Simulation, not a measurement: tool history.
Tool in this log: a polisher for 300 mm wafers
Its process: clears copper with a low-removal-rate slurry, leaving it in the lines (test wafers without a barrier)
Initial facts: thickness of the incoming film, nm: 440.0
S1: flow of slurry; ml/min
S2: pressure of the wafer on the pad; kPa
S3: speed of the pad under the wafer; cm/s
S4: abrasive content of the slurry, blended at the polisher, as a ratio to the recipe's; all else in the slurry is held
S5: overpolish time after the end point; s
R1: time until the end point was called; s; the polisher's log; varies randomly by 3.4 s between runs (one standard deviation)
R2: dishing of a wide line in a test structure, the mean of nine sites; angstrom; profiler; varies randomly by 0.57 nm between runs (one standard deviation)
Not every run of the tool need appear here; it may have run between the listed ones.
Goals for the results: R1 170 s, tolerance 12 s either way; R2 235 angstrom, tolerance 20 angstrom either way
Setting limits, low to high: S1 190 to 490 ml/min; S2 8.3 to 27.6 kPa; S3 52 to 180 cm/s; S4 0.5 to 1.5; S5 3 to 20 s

{"run": 1, "hour": 0.0, "S1": 315, "S2": 17.9, "S3": 116, "S4": 1, "S5": 10, "R1": 119.75, "R2": 255.03}
{"run": 2, "hour": 5.3, "S1": 315, "S2": 17.2, "S3": 116, "S4": 1, "S5": 10, "R1": 118.44, "R2": 238.51}
{"run": 3, "hour": 12.3, "S1": 315, "S2": 16.5, "S3": 114, "S4": 1, "S5": 11, "R1": 130.77, "R2": 241.86}
{"run": 4, "hour": 18.2, "S1": 315, "S2": 16.5, "S3": 140, "S4": 1, "S5": 11, "R1": 101.7, "R2": 311.86}
{"run": 5, "hour": 19.9, "S1": 315, "S2": 16.5, "S3": 140, "S4": 1, "S5": 15, "R1": 102.99, "R2": 370.32}
{"run": 6, "hour": 22.6, "S1": 315, "S2": 16.5, "S3": 140, "S4": 0.85, "S5": 15, "R1": 104.25, "R2": 390.13}
{"run": 7, "hour": 27.6, "S1": 315, "S2": 15.2, "S3": 138, "S4": 0.85, "S5": 15, "R1": 114.32, "R2": 358.85}
{"run": 8, "hour": 35.5, "S1": 315, "S2": 14.5, "S3": 136, "S4": 0.85, "S5": 15, "R1": 116.83, "R2": 339.37}
{"run": 9, "hour": 42.2, "S1": 315, "S2": 13.8, "S3": 134, "S4": 0.85, "S5": 15, "R1": 123.31, "R2": 332.74}
{"run": 10, "hour": 46.2, "S1": 315, "S2": 13.1, "S3": 132, "S4": 0.85, "S5": 15, "R1": 130.35, "R2": 320.32}
{"run": 11, "hour": 51.7, "S1": 315, "S2": 13.1, "S3": 132, "S4": 0.85, "S5": 15, "R1": 129.71, "R2": 311.71}
{"run": 12, "hour": 54.6, "S1": 315, "S2": 12.4, "S3": 130, "S4": 0.85, "S5": 15, "R1": 143.29, "R2": 301.83}
{"run": 13, "hour": 59.1, "S1": 315, "S2": 11.7, "S3": 130, "S4": 0.85, "S5": 15, "R1": 139.5, "R2": 285.53}
{"run": 14, "hour": 60.3, "S1": 315, "S2": 11, "S3": 128, "S4": 0.85, "S5": 15, "R1": 149.01, "R2": 284.41}
{"run": 15, "hour": 68.6, "S1": 315, "S2": 10.3, "S3": 128, "S4": 0.85, "S5": 15, "R1": 156.02, "R2": 274.31}

Pick the move, out of 4, that brings all results within their allowed miss; only one does.
{"run": "A", "hour": 76.9, "S1": 330, "S2": 14.5, "S3": 110, "S4": 1.2, "S5": 12, "R1": "?", "R2": "?"}
{"run": "B", "hour": 76.9, "S1": 290, "S2": 10.3, "S3": 140, "S4": 0.8, "S5": 16, "R1": "?", "R2": "?"}
{"run": "C", "hour": 76.9, "S1": 395, "S2": 8.3, "S3": 134, "S4": 0.85, "S5": 14, "R1": "?", "R2": "?"}
{"run": "D", "hour": 76.9, "S1": 255, "S2": 10.3, "S3": 142, "S4": 0.75, "S5": 16, "R1": "?", "R2": "?"}

move=A R1=139.1 R2=232.03
move=B R1=144.21 R2=287.3
move=C R1=165.25 R2=224.56
move=D R1=144.88 R2=286.13
A: puts the biggest miss on target and leaves a different result outside tolerance
B: its largest miss is bigger than the last run's
C: each result inside its tolerance
D: its largest miss is bigger than the last run's
Go with C: it meets all targets.

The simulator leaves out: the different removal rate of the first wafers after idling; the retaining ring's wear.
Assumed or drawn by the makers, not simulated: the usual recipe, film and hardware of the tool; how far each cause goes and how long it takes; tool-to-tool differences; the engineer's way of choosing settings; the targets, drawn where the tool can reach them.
